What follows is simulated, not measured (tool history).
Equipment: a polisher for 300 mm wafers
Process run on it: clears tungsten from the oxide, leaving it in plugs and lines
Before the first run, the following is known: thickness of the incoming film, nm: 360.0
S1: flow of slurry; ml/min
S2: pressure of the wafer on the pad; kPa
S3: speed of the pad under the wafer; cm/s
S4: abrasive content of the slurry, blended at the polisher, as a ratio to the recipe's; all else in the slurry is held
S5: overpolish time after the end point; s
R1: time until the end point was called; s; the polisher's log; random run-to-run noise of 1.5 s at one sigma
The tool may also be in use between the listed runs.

run,hour,S1,S2,S3,S4,S5,R1
1,0,250,32.4,94,1,14,65.066
2,4.2,250,30.3,94,1,14,69.897
3,12.2,250,30.3,94,1.2,14,65.614
4,13.4,250,30.3,116,1.2,14,55.323
5,14.7,250,30.3,126,1.2,14,51.066
6,18.2,250,26.9,124,1.2,14,54.97
7,20.9,250,24.1,118,1.2,14,63.207

Expected results for the next run?
8,29.3,250,22.1,114,1.2,14,?

Logged for run 8: R1 72.058 s.
